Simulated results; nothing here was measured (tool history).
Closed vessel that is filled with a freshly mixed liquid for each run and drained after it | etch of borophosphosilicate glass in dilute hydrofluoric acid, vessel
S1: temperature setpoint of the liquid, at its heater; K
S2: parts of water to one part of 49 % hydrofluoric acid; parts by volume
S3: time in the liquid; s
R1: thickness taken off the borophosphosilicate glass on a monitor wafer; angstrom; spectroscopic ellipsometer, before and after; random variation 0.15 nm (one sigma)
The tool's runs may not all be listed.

{"run": 1, "hour": 0.0, "S1": 297.15, "S2": 245, "S3": 85, "R1": 171.94}
{"run": 2, "hour": 5.6, "S1": 297.15, "S2": 180, "S3": 85, "R1": 245.37}
{"run": 3, "hour": 10.8, "S1": 297.15, "S2": 135, "S3": 85, "R1": 347.35}
{"run": 4, "hour": 15.7, "S1": 297.15, "S2": 135, "S3": 85, "R1": 348.99}
{"run": 5, "hour": 23.5, "S1": 297.15, "S2": 135, "S3": 85, "R1": 348.69}
{"run": 6, "hour": 26.0, "S1": 297.15, "S2": 135, "S3": 95, "R1": 387.35}
{"run": 7, "hour": 35.2, "S1": 296.15, "S2": 150, "S3": 95, "R1": 329.13}
{"run": 8, "hour": 41.2, "S1": 295.15, "S2": 160, "S3": 95, "R1": 296.2}
{"run": 9, "hour": 49.0, "S1": 294.65, "S2": 170, "S3": 95, "R1": 273.37}

Forecast run 10:
{"run": 10, "hour": 50.9, "S1": 290.65, "S2": 260, "S3": 95, "R1": "?"}

R1: 137.79 angstrom
